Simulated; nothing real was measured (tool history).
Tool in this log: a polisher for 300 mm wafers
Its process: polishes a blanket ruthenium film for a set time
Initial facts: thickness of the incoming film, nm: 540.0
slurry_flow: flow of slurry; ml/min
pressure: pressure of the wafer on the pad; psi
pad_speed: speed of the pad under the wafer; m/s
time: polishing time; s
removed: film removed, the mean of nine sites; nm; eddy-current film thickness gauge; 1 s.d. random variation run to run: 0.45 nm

{"run": 1, "hour": 0.0, "slurry_flow": 130, "pressure": 1.3, "pad_speed": 1.18, "time": 36, "removed": 30.863}
{"run": 2, "hour": 7.0, "slurry_flow": 130, "pressure": 1.3, "pad_speed": 0.92, "time": 36, "removed": 24.771}
{"run": 3, "hour": 8.2, "slurry_flow": 155, "pressure": 1.3, "pad_speed": 0.92, "time": 36, "removed": 25.877}
{"run": 4, "hour": 14.7, "slurry_flow": 165, "pressure": 1.6, "pad_speed": 0.94, "time": 36, "removed": 32.608}
{"run": 5, "hour": 20.1, "slurry_flow": 170, "pressure": 1.8, "pad_speed": 0.98, "time": 36, "removed": 37.721}
{"run": 6, "hour": 27.2, "slurry_flow": 175, "pressure": 1.9, "pad_speed": 1.04, "time": 36, "removed": 42.521}
{"run": 7, "hour": 30.1, "slurry_flow": 180, "pressure": 2, "pad_speed": 1.08, "time": 36, "removed": 45.893}
{"run": 8, "hour": 33.6, "slurry_flow": 180, "pressure": 2, "pad_speed": 1.12, "time": 36, "removed": 47.344}
{"run": 9, "hour": 37.4, "slurry_flow": 180, "pressure": 2, "pad_speed": 1.14, "time": 36, "removed": 47.972}

For run 10, what comes out?
{"run": 10, "hour": 43.5, "slurry_flow": 190, "pressure": 2.1, "pad_speed": 1.16, "time": 36, "removed": "?"}

Run 10 gave removed 51.755 nm.
